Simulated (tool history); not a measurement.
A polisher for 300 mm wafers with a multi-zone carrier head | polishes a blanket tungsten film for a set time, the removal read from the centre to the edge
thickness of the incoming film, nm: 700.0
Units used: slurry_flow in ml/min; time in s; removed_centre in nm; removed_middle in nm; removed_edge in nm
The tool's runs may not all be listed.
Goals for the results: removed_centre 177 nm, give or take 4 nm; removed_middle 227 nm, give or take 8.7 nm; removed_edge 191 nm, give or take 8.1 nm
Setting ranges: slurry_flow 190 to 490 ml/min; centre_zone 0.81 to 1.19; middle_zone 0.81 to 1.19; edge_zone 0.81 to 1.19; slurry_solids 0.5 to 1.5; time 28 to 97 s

run  hour  slurry_flow  centre_zone  middle_zone  edge_zone  slurry_solids  time  removed_centre  removed_middle  removed_edge
  1     0          315            1            1          1              1    62          219.18          231.56        225.77
  2   1.6          310         0.97         1.01       0.96           0.95    62          209.49          229.46        225.73
  3   3.8          310         0.97         1.01       0.96           0.95    50          170.45          186.05        183.13
  4   8.5          320         0.97         1.05       0.97           0.95    50          168.88          192.74        182.47
  5   9.6          320         0.97         1.05       0.97           1.15    50          178.07           199.8        191.18
  6  16.1          325         0.97         1.08       0.97           1.15    50          177.45          206.31        193.88
  7  18.1          330         0.97          1.1       0.96           1.15    50          179.12          212.76        193.77
  8  19.4          335         0.97         1.11       0.95           1.15    50          178.82             210        185.54
  9  21.1          335         0.97         1.13       0.96           1.15    50          180.69          213.21        189.76
 10  28.9          335         0.96         1.14       0.95           1.15    50          179.07          215.55        189.08

Pick the move, out of 4, that brings all results within their allowed miss; only one does.
  A  36.7          365         0.95          1.1       0.98            1.3    48               ?               ?             ?
  B  36.7          360         0.92         1.07       0.94            1.4    48               ?               ?             ?
  C  36.7          380         1.02         1.19       1.04           1.05    47               ?               ?             ?
  D  36.7          435         0.92         1.15       0.89            1.2    50               ?               ?             ?

move  removed_centre  removed_middle  removed_edge
   A          175.05          209.41        193.52
   B          172.72          208.21        193.93
   C          174.61          208.52        184.12
   D          175.78          224.99        192.18
A: its largest miss is bigger than the last run's
B: its largest miss is bigger than the last run's
C: its largest miss is bigger than the last run's
D: every result within its allowed miss
D meets every target.
